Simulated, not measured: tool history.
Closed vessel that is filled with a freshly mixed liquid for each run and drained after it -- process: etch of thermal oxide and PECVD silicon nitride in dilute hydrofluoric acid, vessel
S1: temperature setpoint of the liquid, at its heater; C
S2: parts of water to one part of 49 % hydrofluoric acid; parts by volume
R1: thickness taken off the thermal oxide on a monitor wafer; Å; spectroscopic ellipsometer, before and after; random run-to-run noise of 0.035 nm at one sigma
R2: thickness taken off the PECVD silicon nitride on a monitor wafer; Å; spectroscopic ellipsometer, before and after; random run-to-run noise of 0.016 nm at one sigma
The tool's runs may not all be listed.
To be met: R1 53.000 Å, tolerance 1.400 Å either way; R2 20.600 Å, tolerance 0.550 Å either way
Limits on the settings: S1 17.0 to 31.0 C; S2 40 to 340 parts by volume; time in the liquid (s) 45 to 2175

run 1 hour=0.0 | S1=23.0 S2=190 time_in_the_liquid_(s)=1110 | R1=221.730 R2=81.587
run 2 hour=5.3 | S1=21.5 S2=235 time_in_the_liquid_(s)=1010 | R1=147.170 R2=55.108
run 3 hour=7.4 | S1=21.5 S2=200 time_in_the_liquid_(s)=1010 | R1=178.950 R2=63.619
run 4 hour=16.2 | S1=18.5 S2=200 time_in_the_liquid_(s)=1010 | R1=160.200 R2=51.992
run 5 hour=17.1 | S1=17.0 S2=200 time_in_the_liquid_(s)=1010 | R1=153.500 R2=47.569
run 6 hour=24.9 | S1=17.0 S2=200 time_in_the_liquid_(s)=735 | R1=110.070 R2=34.514
run 7 hour=33.5 | S1=17.5 S2=240 time_in_the_liquid_(s)=740 | R1=90.072 R2=30.137
run 8 hour=37.7 | S1=17.5 S2=270 time_in_the_liquid_(s)=745 | R1=79.667 R2=27.432
run 9 hour=42.4 | S1=18.0 S2=290 time_in_the_liquid_(s)=720 | R1=71.700 R2=25.236
run 10 hour=44.7 | S1=18.5 S2=305 time_in_the_liquid_(s)=690 | R1=65.361 R2=24.076
run 11 hour=51.0 | S1=18.5 S2=315 time_in_the_liquid_(s)=680 | R1=61.481 R2=22.865
run 12 hour=59.3 | S1=18.5 S2=325 time_in_the_liquid_(s)=670 | R1=57.983 R2=22.211
run 13 hour=66.3 | S1=18.5 S2=330 time_in_the_liquid_(s)=670 | R1=57.125 R2=21.536
run 14 hour=72.9 | S1=18.5 S2=335 time_in_the_liquid_(s)=655 | R1=54.871 R2=21.024

Below are 4 possible settings for the next run. Only one of them brings all results inside the allowed miss of their targets. Which is it?
run A hour=79.5 | S1=17.5 S2=335 time_in_the_liquid_(s)=720 | R1=? R2=?
run B hour=79.5 | S1=17.5 S2=310 time_in_the_liquid_(s)=630 | R1=? R2=?
run C hour=79.5 | S1=19.0 S2=340 time_in_the_liquid_(s)=635 | R1=? R2=?
run D hour=79.5 | S1=20.5 S2=340 time_in_the_liquid_(s)=610 | R1=? R2=?

move=A R1=58.244 R2=21.508
move=B R1=56.294 R2=20.257
move=C R1=53.198 R2=20.571
move=D R1=53.890 R2=21.702
A: moves away from the targets compared with the last run
B: moves away from the targets compared with the last run
C: in spec on every target
D: brings the result that was furthest off to its target, and leaves another outside
Correct choice: C, which meets every target

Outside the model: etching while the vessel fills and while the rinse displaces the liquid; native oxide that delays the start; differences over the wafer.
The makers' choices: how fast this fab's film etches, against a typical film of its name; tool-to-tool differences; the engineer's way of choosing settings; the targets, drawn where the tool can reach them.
